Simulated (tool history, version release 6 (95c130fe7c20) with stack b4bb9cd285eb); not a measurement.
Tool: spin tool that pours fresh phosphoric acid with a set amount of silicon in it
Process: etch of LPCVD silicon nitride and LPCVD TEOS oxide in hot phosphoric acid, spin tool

run    day  temperature setpoint of the liquid (K)  silicon dissolved in the acid as it is poured (mg a litre)  time under the liquid (s)  thickness taken off the LPCVD silicon nitride on a monitor wafer (angstrom)  thickness taken off the LPCVD TEOS oxide on a monitor wafer (angstrom)
  1      0                                  434.15                                                          25                        180                                                                       161.34                                                                  2.7826
  2    0.3                                  433.15                                                          27                        165                                                                       142.22                                                                  2.7429
  3  0.662                                  432.65                                                        33.5                        155                                                                       131.49                                                                  1.3708
  4  0.696                                  432.15                                                        32.5                        150                                                                        124.4                                                                  1.6261
  5  0.783                                  431.65                                                        33.5                        145                                                                       118.63                                                                   1.346
  6  0.938                                  431.15                                                        33.5                        145                                                                        115.3                                                                  1.4734
  7  1.025                                  431.15                                                        33.5                        145                                                                       115.22                                                                  1.1888
  8  1.329                                  430.65                                                        32.5                        145                                                                       114.13                                                                  1.1644
  9  1.617                                  430.65                                                          31                        140                                                                       111.33                                                                  1.1066
 10  1.992                                  430.65                                                          31                        140                                                                       111.07                                                                   1.443
 11  2.233                                  430.65                                                          31                        140                                                                       109.63                                                                   1.222
 12  2.417                                  430.65                                                          30                        140                                                                       110.78                                                                  1.3967
 13   2.65                                  430.65                                                        30.5                        140                                                                        110.7                                                                   1.218
 14  2.896                                  430.65                                                        29.5                        140                                                                       110.72                                                                  1.1853

Run 15 comes next. What will it give?
 15  3.021                                  430.65                                                        27.5                        140                                                                            ?                                                                       ?

{"run 15": {"thickness taken off the LPCVD silicon nitride on a monitor wafer (angstrom)": 109.68, "thickness taken off the LPCVD TEOS oxide on a monitor wafer (angstrom)": 1.4634}}
